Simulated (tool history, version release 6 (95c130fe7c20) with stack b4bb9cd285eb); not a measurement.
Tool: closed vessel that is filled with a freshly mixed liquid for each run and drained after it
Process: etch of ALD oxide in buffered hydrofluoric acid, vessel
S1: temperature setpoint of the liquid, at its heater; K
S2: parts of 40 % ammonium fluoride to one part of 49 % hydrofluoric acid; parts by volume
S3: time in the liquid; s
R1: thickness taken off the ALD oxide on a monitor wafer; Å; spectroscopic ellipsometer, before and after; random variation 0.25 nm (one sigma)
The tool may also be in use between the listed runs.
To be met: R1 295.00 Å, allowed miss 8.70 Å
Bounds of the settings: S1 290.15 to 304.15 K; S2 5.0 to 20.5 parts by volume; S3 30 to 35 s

{"run": 1, "hour": 0.0, "S1": 296.15, "S2": 12.5, "S3": 35, "R1": 528.25}
{"run": 2, "hour": 9.1, "S1": 294.65, "S2": 13.5, "S3": 35, "R1": 450.92}
{"run": 3, "hour": 13.3, "S1": 294.65, "S2": 10.5, "S3": 35, "R1": 573.08}
{"run": 4, "hour": 15.6, "S1": 294.65, "S2": 7.0, "S3": 35, "R1": 858.55}
{"run": 5, "hour": 19.4, "S1": 294.65, "S2": 5.0, "S3": 35, "R1": 1124.1}
{"run": 6, "hour": 24.7, "S1": 293.15, "S2": 7.5, "S3": 35, "R1": 724.28}
{"run": 7, "hour": 28.6, "S1": 292.15, "S2": 9.5, "S3": 35, "R1": 542.24}
{"run": 8, "hour": 34.8, "S1": 291.65, "S2": 10.5, "S3": 35, "R1": 485.45}
{"run": 9, "hour": 40.3, "S1": 291.15, "S2": 11.5, "S3": 35, "R1": 432.97}
{"run": 10, "hour": 44.1, "S1": 290.65, "S2": 12.5, "S3": 35, "R1": 382.01}
{"run": 11, "hour": 45.6, "S1": 290.65, "S2": 13.0, "S3": 35, "R1": 368.88}

Which of these 5 next moves meets every target?
{"run": "A", "hour": 47.1, "S1": 292.15, "S2": 11.5, "S3": 35, "R1": "?"}
{"run": "B", "hour": 47.1, "S1": 290.15, "S2": 9.5, "S3": 35, "R1": "?"}
{"run": "C", "hour": 47.1, "S1": 291.15, "S2": 13.5, "S3": 30, "R1": "?"}
{"run": "D", "hour": 47.1, "S1": 290.65, "S2": 13.0, "S3": 30, "R1": "?"}
{"run": "E", "hour": 47.1, "S1": 291.15, "S2": 14.5, "S3": 30, "R1": "?"}

move=A R1=455.82
move=B R1=481.68
move=C R1=315.54
move=D R1=318.27
move=E R1=294.15
A: further off than the last run
B: further off than the last run
C: nearer than the last run, and not there yet
D: nearer than the last run, and not there yet
E: meets every target
The right move is E.

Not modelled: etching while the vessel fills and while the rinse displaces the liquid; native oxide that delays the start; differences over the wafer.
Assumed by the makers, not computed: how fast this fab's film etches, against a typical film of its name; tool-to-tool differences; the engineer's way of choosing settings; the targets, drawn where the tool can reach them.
